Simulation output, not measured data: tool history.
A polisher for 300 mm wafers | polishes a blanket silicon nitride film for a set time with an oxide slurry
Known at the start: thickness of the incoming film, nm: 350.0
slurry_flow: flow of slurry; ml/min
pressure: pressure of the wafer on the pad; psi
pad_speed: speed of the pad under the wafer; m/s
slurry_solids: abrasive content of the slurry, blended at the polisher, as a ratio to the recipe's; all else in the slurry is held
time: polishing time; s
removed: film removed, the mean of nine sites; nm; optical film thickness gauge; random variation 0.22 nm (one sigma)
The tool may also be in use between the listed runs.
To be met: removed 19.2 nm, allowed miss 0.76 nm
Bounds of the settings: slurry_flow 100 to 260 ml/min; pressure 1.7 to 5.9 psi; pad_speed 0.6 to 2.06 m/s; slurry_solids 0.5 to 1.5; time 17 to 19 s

run    day  slurry_flow  pressure  pad_speed  slurry_solids  time  removed
  1      0          165       3.8       1.32              1    19   10.856
  2  0.092          165       3.8       1.32            1.1    19   11.614
  3  0.117          165       4.1       1.32            1.1    19   12.485
  4  0.317          165       4.3       1.32            1.1    19   12.825
  5  0.358          165       4.3       1.32            1.2    19   13.441
  6  0.458          165       4.5       1.32            1.2    19   14.101
  7  0.583          180       5.5       1.36            1.2    19   17.682
  8  0.875          180       5.6       1.36            1.2    19    17.82

Which of these 4 next moves meets every target?
  A  1.167          175       5.9       1.44            1.2    19        ?
  B  1.167          160       5.8       1.16            1.2    18        ?
  C  1.167          170       5.9       1.18           1.05    19        ?
  D  1.167          190       4.8       1.36           1.45    17        ?

move  removed
   A   19.109
   B   15.532
   C   15.596
   D   15.309
A: meets every target
B: further off than the last run
C: further off than the last run
D: further off than the last run
Move A is the one to make.

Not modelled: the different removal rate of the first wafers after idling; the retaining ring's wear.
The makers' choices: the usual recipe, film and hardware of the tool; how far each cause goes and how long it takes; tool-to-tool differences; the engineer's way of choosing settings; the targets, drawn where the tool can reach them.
